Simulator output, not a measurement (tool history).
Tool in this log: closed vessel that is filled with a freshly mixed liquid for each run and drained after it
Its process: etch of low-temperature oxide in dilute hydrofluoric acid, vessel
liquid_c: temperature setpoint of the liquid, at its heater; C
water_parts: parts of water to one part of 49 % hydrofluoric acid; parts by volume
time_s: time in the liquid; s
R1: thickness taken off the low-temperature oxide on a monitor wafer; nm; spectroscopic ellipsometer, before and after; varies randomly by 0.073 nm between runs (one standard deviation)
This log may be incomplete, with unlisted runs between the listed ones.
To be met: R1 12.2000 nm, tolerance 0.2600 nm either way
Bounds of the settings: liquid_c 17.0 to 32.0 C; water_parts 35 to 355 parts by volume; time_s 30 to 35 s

run 1 day=0.000 | liquid_c=24.0 water_parts=195 time_s=35 | R1=5.4355
run 2 day=0.200 | liquid_c=26.0 water_parts=170 time_s=35 | R1=6.8427
run 3 day=0.446 | liquid_c=27.5 water_parts=155 time_s=35 | R1=8.1168
run 4 day=0.754 | liquid_c=27.5 water_parts=190 time_s=35 | R1=6.2489
run 5 day=1.038 | liquid_c=28.5 water_parts=170 time_s=35 | R1=7.5095
run 6 day=1.158 | liquid_c=32.0 water_parts=170 time_s=35 | R1=8.4799
run 7 day=1.204 | liquid_c=32.0 water_parts=155 time_s=35 | R1=9.4137
run 8 day=1.588 | liquid_c=32.0 water_parts=145 time_s=35 | R1=10.2870
run 9 day=1.700 | liquid_c=32.0 water_parts=140 time_s=35 | R1=10.6950
run 10 day=1.783 | liquid_c=32.0 water_parts=135 time_s=35 | R1=11.1690
run 11 day=1.933 | liquid_c=32.0 water_parts=120 time_s=35 | R1=12.9930
run 12 day=2.317 | liquid_c=31.5 water_parts=120 time_s=35 | R1=12.7070

Which of these 4 next moves meets every target?
run A day=2.700 | liquid_c=32.0 water_parts=130 time_s=35 | R1=?
run B day=2.700 | liquid_c=30.5 water_parts=120 time_s=35 | R1=?
run C day=2.700 | liquid_c=32.0 water_parts=115 time_s=30 | R1=?
run D day=2.700 | liquid_c=31.0 water_parts=110 time_s=35 | R1=?

move=A R1=11.6630
move=B R1=12.1340
move=C R1=11.5450
move=D R1=13.6730
A: pushes the last run's worst result past its target
B: every result lands within tolerance
C: pushes the last run's worst result past its target
D: the biggest miss grows against the last run
The right move is B.
